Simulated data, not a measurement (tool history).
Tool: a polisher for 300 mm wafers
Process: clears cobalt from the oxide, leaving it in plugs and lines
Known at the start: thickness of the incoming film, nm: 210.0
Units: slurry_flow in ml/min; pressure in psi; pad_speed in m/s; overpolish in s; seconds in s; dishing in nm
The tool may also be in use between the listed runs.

| run | hour | slurry_flow | pressure | pad_speed | overpolish | seconds | dishing |
|---|---|---|---|---|---|---|---|
| 1 | 0 | 165 | 2.5 | 0.78 | 20 | 39.295 | 55.039 |
| 2 | 5.9 | 200 | 2.5 | 0.78 | 20 | 39.212 | 59.542 |
| 3 | 9.8 | 195 | 2.3 | 0.74 | 18 | 44.61 | 51.722 |
| 4 | 13.6 | 195 | 2.3 | 0.74 | 24 | 44.953 | 61.41 |
| 5 | 16.3 | 195 | 2 | 0.74 | 24 | 50.864 | 54.703 |
| 6 | 17.9 | 195 | 2 | 0.74 | 20 | 49.929 | 49.659 |

The next listed run, before its measurement:
| 7 | 25.8 | 190 | 1.9 | 0.7 | 19 | ? | ? |

Run 7 gave seconds 55.548 s, dishing 45.874 nm.
